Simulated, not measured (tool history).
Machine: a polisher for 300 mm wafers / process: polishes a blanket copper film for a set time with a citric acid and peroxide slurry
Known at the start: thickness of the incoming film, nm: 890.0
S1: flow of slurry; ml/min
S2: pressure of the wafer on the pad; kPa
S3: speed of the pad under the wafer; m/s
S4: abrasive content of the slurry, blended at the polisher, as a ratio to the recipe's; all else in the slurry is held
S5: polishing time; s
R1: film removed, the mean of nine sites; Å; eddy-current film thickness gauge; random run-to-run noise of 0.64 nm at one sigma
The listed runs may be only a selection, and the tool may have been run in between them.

| run | day | S1 | S2 | S3 | S4 | S5 | R1 |
|---|---|---|---|---|---|---|---|
| 1 | 0 | 200 | 19.3 | 1 | 1 | 45 | 986.76 |
| 2 | 0.296 | 200 | 19.3 | 1 | 1.15 | 45 | 1008.8 |
| 3 | 0.642 | 200 | 19.3 | 1 | 1.05 | 45 | 991.19 |
| 4 | 0.675 | 200 | 19.3 | 1.24 | 1.05 | 45 | 1215.2 |
| 5 | 0.854 | 200 | 21.4 | 1.24 | 1.05 | 45 | 1373.2 |
| 6 | 0.967 | 200 | 20 | 1.24 | 1.05 | 45 | 1265 |
| 7 | 1.05 | 200 | 18.6 | 1.24 | 1.05 | 45 | 1178.6 |

Run 8 has not been measured yet. What should we expect?
| 8 | 1.267 | 200 | 17.2 | 1.24 | 1.05 | 45 | ? |

{"run 8": {"R1": 1112.9}}

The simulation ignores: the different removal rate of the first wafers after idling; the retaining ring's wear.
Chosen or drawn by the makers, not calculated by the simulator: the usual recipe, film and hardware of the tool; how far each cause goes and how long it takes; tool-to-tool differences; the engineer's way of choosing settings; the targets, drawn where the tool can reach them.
